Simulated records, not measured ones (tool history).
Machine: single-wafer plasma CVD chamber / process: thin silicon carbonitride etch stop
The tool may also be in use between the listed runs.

run,hour,RF power (kW),deposition time (s),mean film thickness on the monitor wafer (nm)
1,0.0,0.205,27.3,17.477
2,2.3,0.180,27.3,16.942
3,6.1,0.175,26.7,16.287
4,9.7,0.170,26.5,16.026
5,17.2,0.200,26.5,16.785
6,19.4,0.185,26.5,16.476

Expected results for the next run?
7,20.3,0.155,25.1,?

{"run 7": {"mean film thickness on the monitor wafer (nm)": 14.726}}
